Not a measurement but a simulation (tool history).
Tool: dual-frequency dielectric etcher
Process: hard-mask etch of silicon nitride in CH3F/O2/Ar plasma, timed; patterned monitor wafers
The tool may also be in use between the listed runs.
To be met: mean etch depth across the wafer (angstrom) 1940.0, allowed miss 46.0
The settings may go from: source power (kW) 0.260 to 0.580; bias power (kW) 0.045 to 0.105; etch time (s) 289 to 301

run,day,source power (kW),bias power (kW),etch time (s),mean etch depth across the wafer (angstrom)
1,0.000,0.420,0.075,289,2211.4
2,0.042,0.420,0.088,289,2351.0
3,0.250,0.460,0.088,289,2424.4
4,0.412,0.430,0.085,289,2329.6
5,0.754,0.430,0.073,289,2210.3
6,0.808,0.430,0.066,289,2133.7
7,1.050,0.420,0.065,289,2114.0
8,1.142,0.410,0.064,289,2071.8
9,1.162,0.400,0.064,289,2048.5
10,1.196,0.400,0.064,289,2061.6
11,1.292,0.340,0.060,289,1892.6

Which of these 5 next moves meets every target?
A,1.388,0.270,0.062,299,?
B,1.388,0.370,0.069,291,?
C,1.388,0.330,0.057,289,?
D,1.388,0.340,0.049,291,?
E,1.388,0.350,0.064,290,?

move,mean etch depth across the wafer (angstrom)
A,1813.6
B,2061.1
C,1835.3
D,1776.7
E,1959.5
A: further off than the last run
B: takes the result that was furthest off past its target
C: further off than the last run
D: further off than the last run
E: meets every target
Answer: E
